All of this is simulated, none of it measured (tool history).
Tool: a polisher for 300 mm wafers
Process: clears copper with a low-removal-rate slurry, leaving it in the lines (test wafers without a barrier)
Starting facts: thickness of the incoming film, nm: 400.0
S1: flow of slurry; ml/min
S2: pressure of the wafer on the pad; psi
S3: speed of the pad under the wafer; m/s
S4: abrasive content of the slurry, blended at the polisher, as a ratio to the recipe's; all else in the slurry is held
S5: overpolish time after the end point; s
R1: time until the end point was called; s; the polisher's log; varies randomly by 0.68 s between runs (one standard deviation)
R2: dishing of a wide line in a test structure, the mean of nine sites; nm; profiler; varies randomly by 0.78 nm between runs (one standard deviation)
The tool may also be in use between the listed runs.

| run | hour | S1 | S2 | S3 | S4 | S5 | R1 | R2 |
|---|---|---|---|---|---|---|---|---|
| 1 | 0 | 205 | 2.7 | 1.18 | 1 | 27 | 104.64 | 58.73 |
| 2 | 5.9 | 205 | 2.1 | 1.18 | 1 | 27 | 130.23 | 49.192 |
| 3 | 10.2 | 210 | 2.7 | 1.22 | 1 | 21 | 100.92 | 50.443 |
| 4 | 13.8 | 220 | 3.1 | 1.24 | 1 | 17 | 87.225 | 48.256 |
| 5 | 15.9 | 220 | 3.1 | 1.24 | 1.2 | 17 | 83.523 | 50.686 |
| 6 | 25 | 220 | 2.8 | 1.24 | 1.2 | 17 | 91.849 | 45.998 |
| 7 | 32.4 | 225 | 3.1 | 1.26 | 1.2 | 14 | 82.445 | 41.863 |

Expected results for the next run?
| 8 | 33.4 | 230 | 3.4 | 1.26 | 1.2 | 14 | ? | ? |

{"run 8": {"R1": 77.466, "R2": 46.576}}

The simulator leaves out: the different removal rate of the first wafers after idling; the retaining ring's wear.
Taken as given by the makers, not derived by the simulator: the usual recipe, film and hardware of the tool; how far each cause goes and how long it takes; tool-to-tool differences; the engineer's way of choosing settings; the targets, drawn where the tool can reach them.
